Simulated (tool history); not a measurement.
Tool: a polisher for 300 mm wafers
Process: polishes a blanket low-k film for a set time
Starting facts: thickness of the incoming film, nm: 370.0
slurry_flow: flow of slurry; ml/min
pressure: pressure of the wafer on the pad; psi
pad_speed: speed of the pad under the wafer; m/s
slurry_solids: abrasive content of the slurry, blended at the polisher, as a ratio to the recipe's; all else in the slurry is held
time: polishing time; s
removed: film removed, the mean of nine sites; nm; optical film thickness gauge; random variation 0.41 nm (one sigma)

run	hour	slurry_flow	pressure	pad_speed	slurry_solids	time	removed
1	0	215	1.4	1.08	1	59	21.23
2	3.3	240	1.4	1.08	1	59	21.609
3	11.6	185	1.4	1.08	1	59	21.223
4	19.1	185	1.5	1.08	1	59	21.817
5	21.6	190	1.7	1.1	1	59	24.383
6	30.6	190	1.7	1.1	0.9	59	23.11

What will run 7 give?
7	38.7	190	1.8	1.12	0.9	59	?

{"run 7": {"removed": 24.633}}

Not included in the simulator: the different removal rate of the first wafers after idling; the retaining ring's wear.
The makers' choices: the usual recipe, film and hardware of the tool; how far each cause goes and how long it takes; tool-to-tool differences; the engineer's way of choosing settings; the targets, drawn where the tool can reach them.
